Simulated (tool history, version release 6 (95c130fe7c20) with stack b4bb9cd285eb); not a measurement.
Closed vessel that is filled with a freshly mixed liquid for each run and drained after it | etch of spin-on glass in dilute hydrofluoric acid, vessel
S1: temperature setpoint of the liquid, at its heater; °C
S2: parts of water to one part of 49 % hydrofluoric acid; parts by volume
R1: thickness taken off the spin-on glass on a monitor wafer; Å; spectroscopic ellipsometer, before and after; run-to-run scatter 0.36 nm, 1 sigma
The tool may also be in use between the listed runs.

Run 1, hour 0.0: S1 25.0 °C, S2 80 parts by volume, time in the liquid (s) 100. Result: R1 760.63 Å.
Run 2, hour 4.8: S1 24.0 °C, S2 80 parts by volume, time in the liquid (s) 100. Result: R1 737.73 Å.
Run 3, hour 12.9: S1 24.0 °C, S2 80 parts by volume, time in the liquid (s) 110. Result: R1 803.98 Å.
Run 4, hour 15.8: S1 23.0 °C, S2 80 parts by volume, time in the liquid (s) 110. Result: R1 767.67 Å.
Run 5, hour 20.5: S1 20.5 °C, S2 80 parts by volume, time in the liquid (s) 110. Result: R1 697.77 Å.
Run 6, hour 26.1: S1 20.0 °C, S2 80 parts by volume, time in the liquid (s) 110. Result: R1 672.28 Å.
Run 7, hour 27.8: S1 19.5 °C, S2 80 parts by volume, time in the liquid (s) 110. Result: R1 661.51 Å.
Run 8, hour 29.2: S1 19.0 °C, S2 80 parts by volume, time in the liquid (s) 110. Result: R1 647.15 Å.

The next listed run, before its measurement:
Run 9, hour 36.9: S1 18.0 °C, S2 85 parts by volume, time in the liquid (s) 110. Result: R1 ?.

R1: 587.47 Å
